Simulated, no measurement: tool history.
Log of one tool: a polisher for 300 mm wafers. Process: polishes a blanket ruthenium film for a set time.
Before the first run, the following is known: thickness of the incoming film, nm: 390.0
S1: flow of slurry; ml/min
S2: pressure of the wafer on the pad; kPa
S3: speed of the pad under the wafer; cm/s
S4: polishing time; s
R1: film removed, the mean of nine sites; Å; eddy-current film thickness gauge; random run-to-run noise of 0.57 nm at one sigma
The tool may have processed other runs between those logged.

| run | hour | S1 | S2 | S3 | S4 | R1 |
|---|---|---|---|---|---|---|
| 1 | 0.0 | 195 | 12.4 | 94 | 63 | 706.67 |
| 2 | 7.6 | 150 | 12.4 | 94 | 63 | 693.19 |
| 3 | 10.8 | 125 | 12.4 | 94 | 63 | 682.52 |
| 4 | 18.8 | 130 | 13.8 | 94 | 63 | 753.23 |
| 5 | 21.1 | 130 | 13.8 | 94 | 66 | 793.13 |
| 6 | 22.2 | 130 | 13.8 | 72 | 66 | 606.24 |
| 7 | 28.5 | 135 | 14.5 | 72 | 66 | 639.75 |

What does the tool deliver on the next run?
| 8 | 36.2 | 135 | 15.2 | 72 | 66 | ? |

Run 8 gave R1 674.07 Å.

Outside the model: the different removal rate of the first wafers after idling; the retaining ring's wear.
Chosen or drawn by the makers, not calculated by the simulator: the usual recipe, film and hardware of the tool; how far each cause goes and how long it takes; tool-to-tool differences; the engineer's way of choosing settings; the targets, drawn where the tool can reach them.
